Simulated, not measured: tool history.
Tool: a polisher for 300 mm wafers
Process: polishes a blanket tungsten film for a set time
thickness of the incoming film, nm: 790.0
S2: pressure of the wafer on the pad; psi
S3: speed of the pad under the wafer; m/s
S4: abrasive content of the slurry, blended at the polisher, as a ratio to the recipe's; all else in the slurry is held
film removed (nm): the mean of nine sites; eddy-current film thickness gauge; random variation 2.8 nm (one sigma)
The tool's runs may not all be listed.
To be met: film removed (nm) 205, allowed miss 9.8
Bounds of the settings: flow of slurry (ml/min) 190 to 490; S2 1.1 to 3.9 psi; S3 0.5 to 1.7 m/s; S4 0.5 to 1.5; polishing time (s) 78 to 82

run 1 hour=0 | flow_of_slurry_(ml/min)=315 S2=2.5 S3=1.1 S4=1 polishing_time_(s)=78 | film_removed_(nm)=294.67
run 2 hour=2.9 | flow_of_slurry_(ml/min)=315 S2=2.8 S3=1.1 S4=1 polishing_time_(s)=78 | film_removed_(nm)=326.33
run 3 hour=11.9 | flow_of_slurry_(ml/min)=260 S2=2.8 S3=1.1 S4=1 polishing_time_(s)=78 | film_removed_(nm)=323.61
run 4 hour=14.9 | flow_of_slurry_(ml/min)=260 S2=3.2 S3=1.1 S4=1 polishing_time_(s)=78 | film_removed_(nm)=367.78
run 5 hour=20.5 | flow_of_slurry_(ml/min)=260 S2=2.9 S3=1.08 S4=1 polishing_time_(s)=78 | film_removed_(nm)=322.76
run 6 hour=29.1 | flow_of_slurry_(ml/min)=260 S2=2.9 S3=1.08 S4=1 polishing_time_(s)=82 | film_removed_(nm)=341.05
run 7 hour=35.5 | flow_of_slurry_(ml/min)=260 S2=2.2 S3=1.04 S4=1 polishing_time_(s)=82 | film_removed_(nm)=265.92
run 8 hour=42.9 | flow_of_slurry_(ml/min)=260 S2=2.1 S3=1.04 S4=1 polishing_time_(s)=82 | film_removed_(nm)=251.85
run 9 hour=48.9 | flow_of_slurry_(ml/min)=260 S2=2 S3=1.04 S4=1 polishing_time_(s)=82 | film_removed_(nm)=237.99
run 10 hour=54.8 | flow_of_slurry_(ml/min)=260 S2=1.9 S3=1.04 S4=1 polishing_time_(s)=82 | film_removed_(nm)=232.45
run 11 hour=59.8 | flow_of_slurry_(ml/min)=260 S2=1.8 S3=1.04 S4=1 polishing_time_(s)=82 | film_removed_(nm)=222.22

Which of these 4 next moves meets every target?
run A hour=64.8 | flow_of_slurry_(ml/min)=280 S2=1.5 S3=1.34 S4=1.05 polishing_time_(s)=80 | film_removed_(nm)=?
run B hour=64.8 | flow_of_slurry_(ml/min)=305 S2=1.9 S3=0.96 S4=0.55 polishing_time_(s)=82 | film_removed_(nm)=?
run C hour=64.8 | flow_of_slurry_(ml/min)=340 S2=1.7 S3=0.94 S4=0.95 polishing_time_(s)=79 | film_removed_(nm)=?
run D hour=64.8 | flow_of_slurry_(ml/min)=285 S2=1.8 S3=1.16 S4=1 polishing_time_(s)=82 | film_removed_(nm)=?

move=A film_removed_(nm)=228.29
move=B film_removed_(nm)=198.76
move=C film_removed_(nm)=186.56
move=D film_removed_(nm)=239.77
A: further off than the last run
B: meets every target
C: takes the result that was furthest off past its target
D: further off than the last run
The right move is B.
